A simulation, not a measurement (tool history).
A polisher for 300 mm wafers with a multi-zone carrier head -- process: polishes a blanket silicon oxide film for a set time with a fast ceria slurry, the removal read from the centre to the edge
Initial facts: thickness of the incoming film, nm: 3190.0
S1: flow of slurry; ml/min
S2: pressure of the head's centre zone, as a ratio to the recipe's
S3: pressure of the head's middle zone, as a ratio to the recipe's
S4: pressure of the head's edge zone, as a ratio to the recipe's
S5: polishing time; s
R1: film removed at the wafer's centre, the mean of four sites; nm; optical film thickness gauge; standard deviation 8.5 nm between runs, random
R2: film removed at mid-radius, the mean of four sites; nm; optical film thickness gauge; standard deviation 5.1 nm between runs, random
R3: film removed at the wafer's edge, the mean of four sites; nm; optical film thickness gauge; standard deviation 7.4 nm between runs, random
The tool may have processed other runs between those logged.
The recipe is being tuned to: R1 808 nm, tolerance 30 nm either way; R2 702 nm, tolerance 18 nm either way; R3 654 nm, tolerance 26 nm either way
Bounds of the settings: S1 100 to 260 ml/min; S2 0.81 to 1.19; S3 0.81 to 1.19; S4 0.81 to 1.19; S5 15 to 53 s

run 1 hour=0 | S1=165 S2=1 S3=1 S4=1 S5=34 | R1=475.78 R2=473.52 R3=476.62
run 2 hour=1.6 | S1=185 S2=1.06 S3=1.03 S4=1.01 S5=37 | R1=573.63 R2=534.99 R3=520.01
run 3 hour=7 | S1=185 S2=1.01 S3=1.03 S4=1.01 S5=37 | R1=548.36 R2=538.08 R3=531.69
run 4 hour=10.3 | S1=200 S2=1.05 S3=1.06 S4=1.04 S5=39 | R1=600.31 R2=585.08 R3=572.44
run 5 hour=12.6 | S1=200 S2=1.05 S3=1.1 S4=1.04 S5=39 | R1=584.02 R2=600.14 R3=568.14
run 6 hour=13.3 | S1=215 S2=1.09 S3=1.1 S4=1.04 S5=40 | R1=646.26 R2=627.02 R3=596.25
run 7 hour=21.2 | S1=260 S2=1.19 S3=1.13 S4=1.04 S5=42 | R1=749.93 R2=682.7 R3=644.59
run 8 hour=26.2 | S1=260 S2=1.19 S3=1.13 S4=1.04 S5=42 | R1=754.45 R2=690.8 R3=639.74

5 next moves are on the table. One of them brings every result within its allowed miss. Which?
run A hour=31.2 | S1=255 S2=1.07 S3=1.12 S4=1.15 S5=45 | R1=? R2=? R3=?
run B hour=31.2 | S1=260 S2=1.11 S3=1.14 S4=1.17 S5=43 | R1=? R2=? R3=?
run C hour=31.2 | S1=260 S2=1.14 S3=1.16 S4=0.98 S5=41 | R1=? R2=? R3=?
run D hour=31.2 | S1=205 S2=1.19 S3=1.06 S4=0.96 S5=46 | R1=? R2=? R3=?
run E hour=31.2 | S1=260 S2=1.19 S3=1.09 S4=0.95 S5=41 | R1=? R2=? R3=?

move=A R1=732.12 R2=746.3 R3=703.5
move=B R1=727.83 R2=725.52 R3=678.95
move=C R1=712.96 R2=702.29 R3=595
move=D R1=806.3 R2=706.79 R3=646.98
move=E R1=744.08 R2=665.58 R3=587.29
A: moves away from the targets compared with the last run
B: moves away from the targets compared with the last run
C: moves away from the targets compared with the last run
D: all results in spec
E: moves away from the targets compared with the last run
D meets every target.
